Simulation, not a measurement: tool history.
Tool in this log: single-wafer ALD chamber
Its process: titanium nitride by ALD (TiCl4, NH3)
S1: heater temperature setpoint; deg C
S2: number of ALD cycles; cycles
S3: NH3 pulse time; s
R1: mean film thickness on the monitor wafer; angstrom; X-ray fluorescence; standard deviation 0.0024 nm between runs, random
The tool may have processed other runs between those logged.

{"run": 1, "hour": 0.0, "S1": 395, "S2": 32, "S3": 1.78, "R1": 6.6858}
{"run": 2, "hour": 5.7, "S1": 392, "S2": 31, "S3": 1.6, "R1": 6.4241}
{"run": 3, "hour": 11.8, "S1": 391, "S2": 31, "S3": 1.56, "R1": 6.4147}
{"run": 4, "hour": 14.6, "S1": 390, "S2": 31, "S3": 1.52, "R1": 6.4204}
{"run": 5, "hour": 21.5, "S1": 389, "S2": 31, "S3": 1.45, "R1": 6.3565}
{"run": 6, "hour": 24.7, "S1": 398, "S2": 31, "S3": 1.45, "R1": 6.4243}
{"run": 7, "hour": 26.7, "S1": 397, "S2": 31, "S3": 1.39, "R1": 6.3732}

Run 8 has not been measured yet. What should we expect?
{"run": 8, "hour": 34.9, "S1": 397, "S2": 31, "S3": 1.36, "R1": "?"}

R1: 6.3429 angstrom

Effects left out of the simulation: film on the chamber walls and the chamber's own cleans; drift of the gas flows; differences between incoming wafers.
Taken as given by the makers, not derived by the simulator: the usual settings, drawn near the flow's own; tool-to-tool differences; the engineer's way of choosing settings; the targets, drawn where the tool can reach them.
